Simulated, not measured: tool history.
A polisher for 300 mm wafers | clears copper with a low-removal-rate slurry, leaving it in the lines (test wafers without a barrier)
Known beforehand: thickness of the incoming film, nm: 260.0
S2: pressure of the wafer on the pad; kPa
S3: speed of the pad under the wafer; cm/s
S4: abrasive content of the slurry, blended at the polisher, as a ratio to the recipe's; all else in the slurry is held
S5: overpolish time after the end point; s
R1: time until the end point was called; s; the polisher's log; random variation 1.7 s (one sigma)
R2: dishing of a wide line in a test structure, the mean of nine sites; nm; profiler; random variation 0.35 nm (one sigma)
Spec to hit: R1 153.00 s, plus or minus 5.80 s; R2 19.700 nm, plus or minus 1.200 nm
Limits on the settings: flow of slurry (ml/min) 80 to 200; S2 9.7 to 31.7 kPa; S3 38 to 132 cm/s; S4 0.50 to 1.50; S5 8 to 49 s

run 1 hour=0.0 | flow_of_slurry_(ml/min)=130 S2=20.7 S3=84 S4=1.00 S5=25 | R1=104.89 R2=41.417
run 2 hour=1.8 | flow_of_slurry_(ml/min)=130 S2=20.0 S3=84 S4=1.00 S5=23 | R1=109.57 R2=36.746
run 3 hour=8.7 | flow_of_slurry_(ml/min)=130 S2=15.9 S3=84 S4=1.00 S5=23 | R1=133.62 R2=30.650
run 4 hour=12.4 | flow_of_slurry_(ml/min)=130 S2=15.9 S3=84 S4=0.85 S5=23 | R1=144.35 R2=29.242
run 5 hour=13.7 | flow_of_slurry_(ml/min)=130 S2=15.9 S3=84 S4=0.85 S5=22 | R1=143.41 R2=28.581
run 6 hour=21.6 | flow_of_slurry_(ml/min)=130 S2=15.9 S3=84 S4=0.85 S5=21 | R1=141.69 R2=27.255
run 7 hour=24.6 | flow_of_slurry_(ml/min)=130 S2=15.9 S3=84 S4=0.85 S5=20 | R1=143.06 R2=25.818
run 8 hour=25.8 | flow_of_slurry_(ml/min)=130 S2=15.9 S3=84 S4=0.85 S5=19 | R1=142.00 R2=24.336
run 9 hour=29.5 | flow_of_slurry_(ml/min)=125 S2=15.2 S3=84 S4=0.85 S5=17 | R1=149.85 R2=21.532

Consider the 4 candidate settings below. Which is the only one whose results all fall within their allowed miss of target?
run A hour=33.2 | flow_of_slurry_(ml/min)=130 S2=17.9 S3=74 S4=0.80 S5=20 | R1=? R2=?
run B hour=33.2 | flow_of_slurry_(ml/min)=135 S2=15.2 S3=76 S4=0.90 S5=21 | R1=? R2=?
run C hour=33.2 | flow_of_slurry_(ml/min)=115 S2=11.0 S3=112 S4=0.90 S5=20 | R1=? R2=?
run D hour=33.2 | flow_of_slurry_(ml/min)=135 S2=16.5 S3=78 S4=0.75 S5=16 | R1=? R2=?

move=A R1=143.96 R2=24.658
move=B R1=157.20 R2=23.689
move=C R1=153.96 R2=22.797
move=D R1=150.42 R2=19.505
A: misses by more than the last run did
B: misses by more than the last run did
C: misses by more than the last run did
D: all results in spec
D is the move that brings every result within its allowed miss.
